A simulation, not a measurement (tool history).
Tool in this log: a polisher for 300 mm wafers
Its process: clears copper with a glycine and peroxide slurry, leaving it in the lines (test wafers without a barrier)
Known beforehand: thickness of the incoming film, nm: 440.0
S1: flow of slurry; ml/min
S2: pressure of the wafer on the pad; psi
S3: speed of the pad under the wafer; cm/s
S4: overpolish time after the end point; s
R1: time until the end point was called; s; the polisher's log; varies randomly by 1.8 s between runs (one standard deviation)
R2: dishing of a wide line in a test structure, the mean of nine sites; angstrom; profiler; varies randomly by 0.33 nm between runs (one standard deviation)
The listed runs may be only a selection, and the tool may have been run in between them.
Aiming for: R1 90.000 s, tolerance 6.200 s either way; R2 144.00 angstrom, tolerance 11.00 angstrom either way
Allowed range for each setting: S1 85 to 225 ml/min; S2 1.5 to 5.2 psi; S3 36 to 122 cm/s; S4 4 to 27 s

| run | day | S1 | S2 | S3 | S4 | R1 | R2 |
|---|---|---|---|---|---|---|---|
| 1 | 0.000 | 145 | 3.3 | 78 | 14 | 99.001 | 377.53 |
| 2 | 0.138 | 145 | 2.6 | 78 | 14 | 112.940 | 332.14 |
| 3 | 0.400 | 135 | 2.3 | 88 | 11 | 112.320 | 292.74 |
| 4 | 0.650 | 135 | 1.6 | 88 | 11 | 125.770 | 241.88 |
| 5 | 0.925 | 135 | 1.6 | 82 | 11 | 130.840 | 245.27 |
| 6 | 1.162 | 135 | 2.0 | 82 | 11 | 122.530 | 252.00 |
| 7 | 1.288 | 160 | 2.4 | 74 | 9 | 120.930 | 225.80 |
| 8 | 1.408 | 180 | 2.1 | 82 | 7 | 113.210 | 192.66 |
| 9 | 1.446 | 195 | 1.9 | 88 | 6 | 116.390 | 161.10 |

Next run, 5 choices. One meets every target within its allowed miss, the rest don't. Which?
| A | 1.483 | 225 | 1.6 | 122 | 4 | ? | ? |
| B | 1.483 | 225 | 2.2 | 120 | 4 | ? | ? |
| C | 1.483 | 200 | 1.7 | 102 | 4 | ? | ? |
| D | 1.483 | 220 | 1.5 | 56 | 11 | ? | ? |
| E | 1.483 | 185 | 1.5 | 54 | 10 | ? | ? |

| move | R1 | R2 |
|---|---|---|
| A | 91.334 | 138.58 |
| B | 81.801 | 153.53 |
| C | 104.970 | 122.34 |
| D | 168.260 | 200.76 |
| E | 176.550 | 176.97 |
A: all results land within tolerance of their targets
B: carries the result that was furthest off beyond its target, to the other side
C: closes in on the targets versus the last run, not all within tolerance yet
D: the biggest miss grows against the last run
E: the biggest miss grows against the last run
Correct choice: A, which meets every target

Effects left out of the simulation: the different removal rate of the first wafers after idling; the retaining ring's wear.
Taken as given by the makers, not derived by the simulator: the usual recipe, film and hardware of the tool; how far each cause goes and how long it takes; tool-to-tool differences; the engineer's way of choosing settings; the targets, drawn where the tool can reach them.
